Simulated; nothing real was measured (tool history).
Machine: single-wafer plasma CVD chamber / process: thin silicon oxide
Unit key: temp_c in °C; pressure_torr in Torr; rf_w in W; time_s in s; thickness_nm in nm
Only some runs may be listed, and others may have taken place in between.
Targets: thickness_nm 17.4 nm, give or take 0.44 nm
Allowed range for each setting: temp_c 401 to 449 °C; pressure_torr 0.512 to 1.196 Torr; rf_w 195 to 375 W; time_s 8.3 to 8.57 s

Run 1, hour 0: temp_c 425 °C, pressure_torr 0.854 Torr, rf_w 285 W, time_s 8.3 s. Result: thickness_nm 14.502 nm.
Run 2, hour 5: temp_c 425 °C, pressure_torr 0.854 Torr, rf_w 285 W, time_s 8.57 s. Result: thickness_nm 15.084 nm.
Run 3, hour 9.5: temp_c 425 °C, pressure_torr 0.854 Torr, rf_w 310 W, time_s 8.57 s. Result: thickness_nm 15.259 nm.
Run 4, hour 15.4: temp_c 425 °C, pressure_torr 0.869 Torr, rf_w 310 W, time_s 8.57 s. Result: thickness_nm 15.596 nm.
Run 5, hour 20.3: temp_c 425 °C, pressure_torr 0.881 Torr, rf_w 310 W, time_s 8.57 s. Result: thickness_nm 15.755 nm.
Run 6, hour 28.4: temp_c 425 °C, pressure_torr 0.893 Torr, rf_w 310 W, time_s 8.57 s. Result: thickness_nm 15.889 nm.
Run 7, hour 34.3: temp_c 425 °C, pressure_torr 0.904 Torr, rf_w 310 W, time_s 8.57 s. Result: thickness_nm 16.095 nm.
Run 8, hour 40.3: temp_c 425 °C, pressure_torr 0.913 Torr, rf_w 310 W, time_s 8.57 s. Result: thickness_nm 16.198 nm.
Run 9, hour 47.7: temp_c 425 °C, pressure_torr 0.922 Torr, rf_w 310 W, time_s 8.57 s. Result: thickness_nm 16.35 nm.
Run 10, hour 51.6: temp_c 425 °C, pressure_torr 0.93 Torr, rf_w 310 W, time_s 8.57 s. Result: thickness_nm 16.467 nm.
Run 11, hour 59.3: temp_c 425 °C, pressure_torr 0.937 Torr, rf_w 310 W, time_s 8.57 s. Result: thickness_nm 16.518 nm.
Run 12, hour 62.3: temp_c 425 °C, pressure_torr 0.944 Torr, rf_w 310 W, time_s 8.57 s. Result: thickness_nm 16.627 nm.
Run 13, hour 66.7: temp_c 425 °C, pressure_torr 0.944 Torr, rf_w 310 W, time_s 8.57 s. Result: thickness_nm 16.597 nm.
Run 14, hour 74.2: temp_c 425 °C, pressure_torr 0.95 Torr, rf_w 310 W, time_s 8.57 s. Result: thickness_nm 16.659 nm.

Consider the 5 candidate settings below. Which is the only one whose results all fall within their allowed miss of target?
Run A, hour 81.7: temp_c 447 °C, pressure_torr 0.855 Torr, rf_w 325 W, time_s 8.51 s. Result: thickness_nm ?.
Run B, hour 81.7: temp_c 418 °C, pressure_torr 0.978 Torr, rf_w 310 W, time_s 8.3 s. Result: thickness_nm ?.
Run C, hour 81.7: temp_c 427 °C, pressure_torr 0.906 Torr, rf_w 295 W, time_s 8.3 s. Result: thickness_nm ?.
Run D, hour 81.7: temp_c 423 °C, pressure_torr 0.906 Torr, rf_w 280 W, time_s 8.57 s. Result: thickness_nm ?.
Run E, hour 81.7: temp_c 427 °C, pressure_torr 0.933 Torr, rf_w 375 W, time_s 8.57 s. Result: thickness_nm ?.

move  thickness_nm
   A        15.204
   B        16.704
   C         15.38
   D        15.706
   E        17.311
A: misses by more than the last run did
B: nearer than the last run, and not there yet
C: misses by more than the last run did
D: misses by more than the last run did
E: each result inside its tolerance
Answer: E
